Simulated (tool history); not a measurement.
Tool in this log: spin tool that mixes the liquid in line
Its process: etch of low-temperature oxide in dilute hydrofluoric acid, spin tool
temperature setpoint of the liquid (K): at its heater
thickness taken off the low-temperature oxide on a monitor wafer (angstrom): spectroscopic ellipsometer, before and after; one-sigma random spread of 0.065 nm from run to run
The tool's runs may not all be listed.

| run | hour | temperature setpoint of the liquid (K) | parts of water to one part of 49 % hydrofluoric acid (parts by volume) | time under the liquid (s) | thickness taken off the low-temperature oxide on a monitor wafer (angstrom) |
|---|---|---|---|---|---|
| 1 | 0 | 296.15 | 150 | 30 | 61.465 |
| 2 | 5.5 | 297.65 | 150 | 30 | 64.226 |
| 3 | 11.5 | 299.65 | 150 | 30 | 68.77 |
| 4 | 14.5 | 300.65 | 150 | 30 | 72.512 |
| 5 | 20.6 | 299.15 | 150 | 30 | 68.189 |
| 6 | 22.4 | 300.15 | 150 | 30 | 70.632 |
| 7 | 27 | 300.65 | 150 | 30 | 72.35 |
| 8 | 35.6 | 301.15 | 150 | 30 | 73.208 |
| 9 | 44.2 | 301.65 | 150 | 30 | 75.435 |

Predict the results of run 10:
| 10 | 49.8 | 302.15 | 150 | 30 | ? |

thickness taken off the low-temperature oxide on a monitor wafer (angstrom): 76.151
